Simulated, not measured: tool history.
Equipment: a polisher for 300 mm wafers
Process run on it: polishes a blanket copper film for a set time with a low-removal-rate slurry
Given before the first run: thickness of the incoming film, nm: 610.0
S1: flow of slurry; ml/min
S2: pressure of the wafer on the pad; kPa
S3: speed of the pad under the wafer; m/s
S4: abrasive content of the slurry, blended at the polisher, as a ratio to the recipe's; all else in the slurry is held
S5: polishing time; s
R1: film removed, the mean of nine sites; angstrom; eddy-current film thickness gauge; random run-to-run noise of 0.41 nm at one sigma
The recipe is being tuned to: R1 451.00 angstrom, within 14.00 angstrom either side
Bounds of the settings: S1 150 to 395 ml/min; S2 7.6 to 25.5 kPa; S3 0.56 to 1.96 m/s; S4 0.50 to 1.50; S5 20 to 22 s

run  hour   S1    S2    S3    S4  S5      R1
  1   0.0  250  16.5  1.26  1.00  22  801.19
  2   3.0  250  13.1  1.24  1.00  22  632.85
  3   9.9  250  11.0  1.24  1.00  22  541.64
  4  16.0  250  11.0  1.24  1.00  22  543.00
  5  19.6  250  15.2  1.24  1.00  22  723.34
  6  27.6  250  13.1  1.24  1.00  22  628.21
  7  29.1  250  11.7  1.24  1.00  22  567.54
  8  33.7  250  10.3  1.24  1.00  22  506.34
  9  37.7  250   9.7  1.24  1.00  22  472.63
 10  40.0  250   9.7  1.24  1.00  22  473.38
 11  40.5  245   9.7  1.24  1.00  22  475.67

Below are 4 possible settings for the next run. Only one of them brings all results inside the allowed miss of their targets. Which is it?
  A  41.0  180   9.0  1.30  1.10  22   ?
  B  41.0  300  11.0  1.14  1.10  22   ?
  C  41.0  255  13.1  0.90  0.55  22   ?
  D  41.0  225   9.7  1.36  1.00  21   ?

move      R1
   A  450.73
   B  504.50
   C  423.25
   D  485.41
A: every result lands within tolerance
B: misses by more than the last run did
C: pushes the last run's worst result past its target
D: misses by more than the last run did
A is the move that brings every result within its allowed miss.
